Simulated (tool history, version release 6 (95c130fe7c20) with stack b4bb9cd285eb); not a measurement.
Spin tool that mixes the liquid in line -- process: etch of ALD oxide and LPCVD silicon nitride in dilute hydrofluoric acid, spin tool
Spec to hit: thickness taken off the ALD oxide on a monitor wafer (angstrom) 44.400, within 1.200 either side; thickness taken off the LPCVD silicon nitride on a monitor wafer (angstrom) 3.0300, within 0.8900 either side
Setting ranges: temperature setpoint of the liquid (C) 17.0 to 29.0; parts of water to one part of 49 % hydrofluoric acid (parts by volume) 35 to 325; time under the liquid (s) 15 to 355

run,hour,temperature setpoint of the liquid (C),parts of water to one part of 49 % hydrofluoric acid (parts by volume),time under the liquid (s),thickness taken off the ALD oxide on a monitor wafer (angstrom),thickness taken off the LPCVD silicon nitride on a monitor wafer (angstrom)
1,0.0,21.0,180,180,79.151,4.4869
2,8.3,21.0,115,180,133.030,5.5181
3,16.6,21.0,180,180,79.076,4.3769
4,20.9,21.0,180,120,53.180,2.5795
5,25.7,21.0,180,55,24.268,1.4099
6,32.9,17.5,180,55,20.761,1.0759
7,41.5,19.5,180,55,22.953,1.0881
8,50.2,21.5,180,55,24.459,1.5042
9,57.6,22.5,170,55,27.150,1.7397
10,63.5,23.0,160,55,30.069,1.8734
11,67.6,27.0,135,55,42.827,2.0910
12,76.1,25.5,125,65,52.237,3.0915
13,81.1,25.0,125,65,51.559,2.7759
14,82.4,25.0,155,70,42.385,2.5710

Below are 4 possible settings for the next run. Only one of them brings all results inside the allowed miss of their targets. Which is it?
A,83.7,27.0,185,80,?,?
B,83.7,28.0,195,85,?,?
C,83.7,28.5,255,105,?,?
D,83.7,26.5,175,70,?,?

move,thickness taken off the ALD oxide on a monitor wafer (angstrom),thickness taken off the LPCVD silicon nitride on a monitor wafer (angstrom)
A,42.692,2.8205
B,44.081,3.0223
C,39.546,2.9320
D,39.235,2.5295
A: an improvement on the last run, though not all results are within tolerance
B: each result inside its tolerance
C: its largest miss is bigger than the last run's
D: its largest miss is bigger than the last run's
Go with B: it meets all targets.
